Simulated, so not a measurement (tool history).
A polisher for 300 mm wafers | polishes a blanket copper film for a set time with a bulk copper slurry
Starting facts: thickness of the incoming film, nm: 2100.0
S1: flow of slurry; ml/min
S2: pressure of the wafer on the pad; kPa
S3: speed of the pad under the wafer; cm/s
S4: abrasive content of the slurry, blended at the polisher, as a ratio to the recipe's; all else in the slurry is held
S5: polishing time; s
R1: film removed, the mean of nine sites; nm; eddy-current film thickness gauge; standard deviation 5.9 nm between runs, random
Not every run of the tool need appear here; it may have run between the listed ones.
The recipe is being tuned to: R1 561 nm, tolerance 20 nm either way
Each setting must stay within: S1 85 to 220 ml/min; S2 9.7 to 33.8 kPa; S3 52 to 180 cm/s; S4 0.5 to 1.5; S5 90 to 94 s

run  hour   S1    S2   S3  S4  S5      R1
  1     0  140  21.4  116   1  90   958.6
  2   6.7  135  19.3  116   1  90  903.32
  3   7.9  135  17.2  112   1  90  805.11
  4   9.7  135  15.9  110   1  90  744.43
  5  14.9  100  15.9  110   1  90  700.62
  6  19.3  100  15.9  110   1  90  692.92
  7    21  100  15.2  110   1  90  672.53
  8  25.3  100  14.5  110   1  90  657.34
  9  30.7   95  10.3  110   1  90  529.26

Next run, 5 choices. One meets every target within its allowed miss, the rest don't. Which?
  A  36.1   85   9.7  110   0.8  92   ?
  B  36.1   85  10.3  110     1  92   ?
  C  36.1   90  15.2   82  1.05  94   ?
  D  36.1   95  11.7  116   0.8  90   ?
  E  36.1  100   9.7  108  1.25  90   ?

move      R1
   A  473.61
   B   513.6
   C  510.36
   D  563.46
   E  525.56
A: further off than the last run
B: further off than the last run
C: further off than the last run
D: in spec on every target
E: further off than the last run
D meets every target.
